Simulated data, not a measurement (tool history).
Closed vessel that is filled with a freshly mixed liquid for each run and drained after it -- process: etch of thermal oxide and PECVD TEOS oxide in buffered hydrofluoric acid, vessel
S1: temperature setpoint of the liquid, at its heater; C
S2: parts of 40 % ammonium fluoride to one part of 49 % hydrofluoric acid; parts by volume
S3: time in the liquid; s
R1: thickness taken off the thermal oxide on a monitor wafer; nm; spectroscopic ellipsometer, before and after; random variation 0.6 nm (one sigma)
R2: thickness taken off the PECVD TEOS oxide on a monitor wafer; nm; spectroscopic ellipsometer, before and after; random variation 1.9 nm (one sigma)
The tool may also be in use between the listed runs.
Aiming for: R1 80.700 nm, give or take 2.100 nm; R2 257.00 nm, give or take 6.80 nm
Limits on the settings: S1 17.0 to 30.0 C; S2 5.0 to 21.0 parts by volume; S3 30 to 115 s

run,hour,S1,S2,S3,R1,R2
1,0.0,22.0,13.0,60,45.898,144.70
2,1.7,24.0,12.5,60,53.182,168.46
3,2.5,25.5,12.0,60,59.345,190.15
4,8.7,26.5,11.5,60,65.173,206.28
5,13.7,29.5,11.5,60,76.944,245.45
6,21.6,29.5,13.0,60,68.482,215.48
7,23.6,29.5,12.5,60,70.797,224.04
8,26.9,29.5,12.0,60,73.961,231.38
9,32.3,29.5,11.5,60,77.168,245.20

Which of these 4 next moves meets every target?
A,37.7,26.5,12.0,70,?,?
B,37.7,27.0,7.0,45,?,?
C,37.7,27.5,12.5,70,?,?
D,37.7,28.0,5.0,30,?,?

move,R1,R2
A,73.156,233.80
B,80.897,258.54
C,74.160,237.00
D,75.818,242.30
A: the biggest miss grows against the last run
B: meets every target
C: the biggest miss grows against the last run
D: the biggest miss grows against the last run
Correct choice: B, which meets every target
